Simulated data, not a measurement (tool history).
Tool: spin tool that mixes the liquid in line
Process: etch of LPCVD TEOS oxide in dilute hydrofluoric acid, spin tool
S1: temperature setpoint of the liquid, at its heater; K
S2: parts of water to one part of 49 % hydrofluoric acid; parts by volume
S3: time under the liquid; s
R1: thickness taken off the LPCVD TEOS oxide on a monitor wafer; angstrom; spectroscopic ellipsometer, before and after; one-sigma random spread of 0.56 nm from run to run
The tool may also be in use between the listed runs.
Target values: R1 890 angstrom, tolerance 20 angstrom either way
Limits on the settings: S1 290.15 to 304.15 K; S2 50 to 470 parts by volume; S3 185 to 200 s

Run 1, hour 0: S1 296.15 K, S2 260 parts by volume, S3 185 s. Result: R1 320.77 angstrom.
Run 2, hour 4.2: S1 296.15 K, S2 210 parts by volume, S3 185 s. Result: R1 413.59 angstrom.
Run 3, hour 6.7: S1 298.65 K, S2 180 parts by volume, S3 185 s. Result: R1 550.72 angstrom.
Run 4, hour 12.4: S1 296.65 K, S2 180 parts by volume, S3 185 s. Result: R1 512.55 angstrom.
Run 5, hour 15: S1 299.15 K, S2 165 parts by volume, S3 185 s. Result: R1 610.99 angstrom.
Run 6, hour 18.2: S1 301.15 K, S2 165 parts by volume, S3 185 s. Result: R1 668.56 angstrom.
Run 7, hour 25.1: S1 304.15 K, S2 125 parts by volume, S3 185 s. Result: R1 1042.9 angstrom.
Run 8, hour 25.8: S1 301.65 K, S2 125 parts by volume, S3 185 s. Result: R1 938.19 angstrom.
Run 9, hour 32: S1 301.65 K, S2 125 parts by volume, S3 185 s. Result: R1 939.63 angstrom.
Run 10, hour 32.6: S1 301.65 K, S2 125 parts by volume, S3 185 s. Result: R1 935.61 angstrom.
Run 11, hour 33.7: S1 301.15 K, S2 125 parts by volume, S3 185 s. Result: R1 922.25 angstrom.

Exactly one of the 4 candidate moves below puts every result within its allowed miss. Which one?
Run A, hour 34.8: S1 304.15 K, S2 140 parts by volume, S3 200 s. Result: R1 ?.
Run B, hour 34.8: S1 299.65 K, S2 125 parts by volume, S3 200 s. Result: R1 ?.
Run C, hour 34.8: S1 302.65 K, S2 135 parts by volume, S3 195 s. Result: R1 ?.
Run D, hour 34.8: S1 302.65 K, S2 145 parts by volume, S3 200 s. Result: R1 ?.

move      R1
   A  972.83
   B  941.02
   C  937.89
   D   883.9
A: moves away from the targets compared with the last run
B: moves away from the targets compared with the last run
C: moves away from the targets compared with the last run
D: hits every target within its allowed miss
So the answer is move D, the one that meets all the targets.
